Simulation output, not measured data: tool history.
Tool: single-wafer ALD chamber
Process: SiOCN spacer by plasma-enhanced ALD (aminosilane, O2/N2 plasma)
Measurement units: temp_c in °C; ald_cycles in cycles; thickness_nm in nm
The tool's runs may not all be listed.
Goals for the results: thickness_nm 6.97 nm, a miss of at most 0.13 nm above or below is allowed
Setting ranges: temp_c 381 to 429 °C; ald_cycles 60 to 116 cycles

run 1 hour=0 | temp_c=405 ald_cycles=88 | thickness_nm=5.7311
run 2 hour=1.7 | temp_c=402 ald_cycles=92 | thickness_nm=6.0431
run 3 hour=9.3 | temp_c=400 ald_cycles=95 | thickness_nm=6.2602
run 4 hour=16.3 | temp_c=404 ald_cycles=95 | thickness_nm=6.1984
run 5 hour=20.6 | temp_c=409 ald_cycles=95 | thickness_nm=6.1112
run 6 hour=25.3 | temp_c=406 ald_cycles=97 | thickness_nm=6.3123
run 7 hour=29.2 | temp_c=403 ald_cycles=99 | thickness_nm=6.4781
run 8 hour=37.3 | temp_c=401 ald_cycles=100 | thickness_nm=6.6178

Exercise: of the 5 proposed moves below, exactly one satisfies all targets within the stated allowed misses. Which move is it?
run A hour=45.4 | temp_c=402 ald_cycles=106 | thickness_nm=?
run B hour=45.4 | temp_c=397 ald_cycles=110 | thickness_nm=?
run C hour=45.4 | temp_c=405 ald_cycles=101 | thickness_nm=?
run D hour=45.4 | temp_c=399 ald_cycles=99 | thickness_nm=?
run E hour=45.4 | temp_c=398 ald_cycles=100 | thickness_nm=?

move=A thickness_nm=6.973
move=B thickness_nm=7.3623
move=C thickness_nm=6.5745
move=D thickness_nm=6.5807
move=E thickness_nm=6.6701
A: hits every target within its allowed miss
B: pushes the last run's worst result past its target
C: its largest miss is bigger than the last run's
D: its largest miss is bigger than the last run's
E: closes in on the targets versus the last run, not all within tolerance yet
So the answer is move A, the one that meets all the targets.
